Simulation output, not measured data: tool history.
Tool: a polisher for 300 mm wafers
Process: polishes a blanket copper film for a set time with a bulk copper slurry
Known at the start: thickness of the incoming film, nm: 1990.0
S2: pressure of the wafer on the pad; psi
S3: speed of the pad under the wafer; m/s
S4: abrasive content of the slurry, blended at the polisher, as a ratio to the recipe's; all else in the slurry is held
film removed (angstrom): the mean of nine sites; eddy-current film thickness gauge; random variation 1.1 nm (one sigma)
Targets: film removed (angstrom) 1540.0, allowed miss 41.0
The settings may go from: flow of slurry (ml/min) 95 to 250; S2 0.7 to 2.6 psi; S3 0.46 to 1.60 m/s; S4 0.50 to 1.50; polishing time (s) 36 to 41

{"run": 1, "day": 0.0, "flow of slurry (ml/min)": 160, "S2": 1.6, "S3": 1.02, "S4": 1.0, "polishing time (s)": 41, "film removed (angstrom)": 2538.7}
{"run": 2, "day": 0.275, "flow of slurry (ml/min)": 155, "S2": 1.4, "S3": 1.02, "S4": 1.0, "polishing time (s)": 41, "film removed (angstrom)": 2214.2}
{"run": 3, "day": 0.446, "flow of slurry (ml/min)": 155, "S2": 1.4, "S3": 1.22, "S4": 1.0, "polishing time (s)": 41, "film removed (angstrom)": 2663.2}
{"run": 4, "day": 0.642, "flow of slurry (ml/min)": 150, "S2": 1.2, "S3": 1.2, "S4": 1.0, "polishing time (s)": 41, "film removed (angstrom)": 2221.1}
{"run": 5, "day": 0.729, "flow of slurry (ml/min)": 150, "S2": 1.5, "S3": 1.2, "S4": 1.0, "polishing time (s)": 41, "film removed (angstrom)": 2781.1}
{"run": 6, "day": 0.979, "flow of slurry (ml/min)": 120, "S2": 1.5, "S3": 1.2, "S4": 1.0, "polishing time (s)": 41, "film removed (angstrom)": 2676.8}
{"run": 7, "day": 1.158, "flow of slurry (ml/min)": 115, "S2": 1.3, "S3": 1.2, "S4": 1.0, "polishing time (s)": 41, "film removed (angstrom)": 2313.8}
{"run": 8, "day": 1.333, "flow of slurry (ml/min)": 110, "S2": 1.1, "S3": 1.2, "S4": 1.0, "polishing time (s)": 41, "film removed (angstrom)": 1967.0}
{"run": 9, "day": 1.371, "flow of slurry (ml/min)": 110, "S2": 1.0, "S3": 1.2, "S4": 1.0, "polishing time (s)": 41, "film removed (angstrom)": 1792.5}
{"run": 10, "day": 1.433, "flow of slurry (ml/min)": 110, "S2": 0.9, "S3": 1.2, "S4": 1.0, "polishing time (s)": 41, "film removed (angstrom)": 1623.7}
{"run": 11, "day": 1.667, "flow of slurry (ml/min)": 105, "S2": 0.8, "S3": 1.2, "S4": 1.0, "polishing time (s)": 41, "film removed (angstrom)": 1454.7}
{"run": 12, "day": 2.0, "flow of slurry (ml/min)": 130, "S2": 0.8, "S3": 1.2, "S4": 1.0, "polishing time (s)": 41, "film removed (angstrom)": 1488.5}

4 next moves are on the table. One of them brings every result within its allowed miss. Which?
{"run": "A", "day": 2.333, "flow of slurry (ml/min)": 105, "S2": 0.9, "S3": 1.14, "S4": 1.05, "polishing time (s)": 39, "film removed (angstrom)": "?"}
{"run": "B", "day": 2.333, "flow of slurry (ml/min)": 110, "S2": 0.7, "S3": 1.56, "S4": 0.9, "polishing time (s)": 39, "film removed (angstrom)": "?"}
{"run": "C", "day": 2.333, "flow of slurry (ml/min)": 115, "S2": 0.8, "S3": 1.22, "S4": 0.95, "polishing time (s)": 41, "film removed (angstrom)": "?"}
{"run": "D", "day": 2.333, "flow of slurry (ml/min)": 165, "S2": 0.9, "S3": 1.0, "S4": 0.95, "polishing time (s)": 41, "film removed (angstrom)": "?"}

move=A film_removed_(angstrom)=1463.1
move=B film_removed_(angstrom)=1535.8
move=C film_removed_(angstrom)=1461.1
move=D film_removed_(angstrom)=1406.5
A: further off than the last run
B: meets every target
C: further off than the last run
D: further off than the last run
Answer: B
